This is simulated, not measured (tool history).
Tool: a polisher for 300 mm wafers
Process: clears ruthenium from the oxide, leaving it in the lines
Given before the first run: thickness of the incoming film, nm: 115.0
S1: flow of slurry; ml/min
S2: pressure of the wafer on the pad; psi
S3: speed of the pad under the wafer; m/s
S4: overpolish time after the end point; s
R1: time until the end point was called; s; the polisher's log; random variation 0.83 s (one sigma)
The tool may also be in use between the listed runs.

| run | day | S1 | S2 | S3 | S4 | R1 |
|---|---|---|---|---|---|---|
| 1 | 0.000 | 280 | 2.3 | 1.08 | 38 | 58.334 |
| 2 | 0.375 | 210 | 2.3 | 1.08 | 38 | 60.111 |
| 3 | 0.546 | 210 | 2.1 | 1.08 | 38 | 65.403 |
| 4 | 0.604 | 210 | 2.6 | 1.08 | 38 | 54.053 |
| 5 | 0.767 | 210 | 2.6 | 1.08 | 38 | 53.432 |
| 6 | 1.083 | 210 | 2.4 | 1.08 | 38 | 57.768 |
| 7 | 1.242 | 205 | 1.8 | 1.06 | 38 | 78.319 |

What does the tool deliver on the next run?
| 8 | 1.450 | 205 | 1.7 | 1.06 | 38 | ? |

R1: 82.697 s
